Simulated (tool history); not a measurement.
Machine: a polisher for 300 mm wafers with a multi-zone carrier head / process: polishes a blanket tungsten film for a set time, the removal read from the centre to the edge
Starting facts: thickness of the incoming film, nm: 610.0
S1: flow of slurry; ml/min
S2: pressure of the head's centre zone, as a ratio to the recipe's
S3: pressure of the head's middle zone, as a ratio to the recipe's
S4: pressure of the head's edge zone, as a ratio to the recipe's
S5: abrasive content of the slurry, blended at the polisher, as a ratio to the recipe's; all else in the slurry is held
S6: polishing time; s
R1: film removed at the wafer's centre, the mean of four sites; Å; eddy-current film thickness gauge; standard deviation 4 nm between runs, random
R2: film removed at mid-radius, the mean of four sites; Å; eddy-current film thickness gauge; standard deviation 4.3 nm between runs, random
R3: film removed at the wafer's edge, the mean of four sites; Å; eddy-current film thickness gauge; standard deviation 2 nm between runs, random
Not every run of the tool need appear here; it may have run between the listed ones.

run	hour	S1	S2	S3	S4	S5	S6	R1	R2	R3
1	0.0	210	1.00	1.00	1.00	1.00	42	2618.6	2568.2	2580.9
2	3.4	215	1.02	1.01	1.01	1.05	42	2699.8	2574.5	2654.0
3	10.9	215	0.99	1.01	1.01	1.05	42	2589.0	2669.6	2639.1
4	15.7	220	1.01	1.02	1.01	1.05	42	2603.2	2695.4	2670.4
5	17.3	220	1.01	1.02	1.01	1.05	37	2364.9	2321.4	2362.7
6	20.1	225	1.03	1.03	1.00	1.10	38	2569.7	2438.3	2449.9

Estimate the outcome of run 7 from the log above:
7	26.5	265	1.12	1.13	1.10	1.35	39	?	?	?

Run 7 produced R1 3084.9 Å, R2 3014.7 Å, R3 2835.7 Å.
